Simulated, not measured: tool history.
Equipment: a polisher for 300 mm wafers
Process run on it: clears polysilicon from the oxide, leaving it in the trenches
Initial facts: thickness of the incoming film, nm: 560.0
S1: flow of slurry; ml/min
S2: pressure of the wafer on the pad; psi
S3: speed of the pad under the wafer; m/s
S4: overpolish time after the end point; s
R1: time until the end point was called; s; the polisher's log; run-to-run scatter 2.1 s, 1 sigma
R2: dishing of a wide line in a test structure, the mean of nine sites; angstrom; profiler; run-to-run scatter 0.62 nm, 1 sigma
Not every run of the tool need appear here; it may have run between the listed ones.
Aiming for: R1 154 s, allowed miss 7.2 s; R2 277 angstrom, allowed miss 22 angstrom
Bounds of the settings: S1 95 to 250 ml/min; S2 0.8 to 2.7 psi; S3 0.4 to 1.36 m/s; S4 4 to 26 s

Run 1, day 0: S1 160 ml/min, S2 1.7 psi, S3 0.88 m/s, S4 13 s. Result: R1 83.246 s, R2 539.3 angstrom.
Run 2, day 0.208: S1 160 ml/min, S2 1.5 psi, S3 0.86 m/s, S4 11 s. Result: R1 95.732 s, R2 460.27 angstrom.
Run 3, day 0.279: S1 160 ml/min, S2 1.4 psi, S3 0.84 m/s, S4 10 s. Result: R1 105.66 s, R2 400.96 angstrom.
Run 4, day 0.579: S1 160 ml/min, S2 1.3 psi, S3 0.84 m/s, S4 9 s. Result: R1 112.9 s, R2 340.44 angstrom.
Run 5, day 0.8: S1 125 ml/min, S2 1.3 psi, S3 0.84 m/s, S4 9 s. Result: R1 115.94 s, R2 345.08 angstrom.
At day 0.992: slurry nozzle cleaned.
Run 6, day 0.992: S1 125 ml/min, S2 1.3 psi, S3 0.84 m/s, S4 13 s. Result: R1 114.75 s, R2 471.84 angstrom.
Run 7, day 1.208: S1 125 ml/min, S2 1.2 psi, S3 0.84 m/s, S4 12 s. Result: R1 121.61 s, R2 408.72 angstrom.
Run 8, day 1.521: S1 125 ml/min, S2 1.2 psi, S3 0.84 m/s, S4 12 s. Result: R1 121.31 s, R2 404.4 angstrom.
Run 9, day 1.825: S1 125 ml/min, S2 1.1 psi, S3 0.84 m/s, S4 11 s. Result: R1 130.07 s, R2 361.66 angstrom.
Run 10, day 1.979: S1 125 ml/min, S2 0.8 psi, S3 0.84 m/s, S4 7 s. Result: R1 180.68 s, R2 198.82 angstrom.
Run 11, day 2.192: S1 125 ml/min, S2 0.8 psi, S3 0.84 m/s, S4 7 s. Result: R1 182.76 s, R2 197.28 angstrom.
Run 12, day 2.521: S1 125 ml/min, S2 0.8 psi, S3 0.84 m/s, S4 8 s. Result: R1 181.28 s, R2 218.56 angstrom.
Run 13, day 2.554: S1 125 ml/min, S2 0.8 psi, S3 0.84 m/s, S4 8 s. Result: R1 179.15 s, R2 223.75 angstrom.

Consider the 4 candidate settings below. Which is the only one whose results all fall within their allowed miss of target?
Run A, day 2.588: S1 125 ml/min, S2 1.1 psi, S3 0.52 m/s, S4 7 s. Result: R1 ?, R2 ?.
Run B, day 2.588: S1 100 ml/min, S2 1.2 psi, S3 0.7 m/s, S4 9 s. Result: R1 ?, R2 ?.
Run C, day 2.588: S1 115 ml/min, S2 0.9 psi, S3 0.72 m/s, S4 11 s. Result: R1 ?, R2 ?.
Run D, day 2.588: S1 150 ml/min, S2 1.1 psi, S3 0.5 m/s, S4 6 s. Result: R1 ?, R2 ?.

move      R1      R2
   A  207.02  173.88
   B  148.92  285.15
   C  185.98  280.22
   D  208.98  150.15
A: further off than the last run
B: every result within its allowed miss
C: further off than the last run
D: further off than the last run
B is the move that brings every result within its allowed miss.

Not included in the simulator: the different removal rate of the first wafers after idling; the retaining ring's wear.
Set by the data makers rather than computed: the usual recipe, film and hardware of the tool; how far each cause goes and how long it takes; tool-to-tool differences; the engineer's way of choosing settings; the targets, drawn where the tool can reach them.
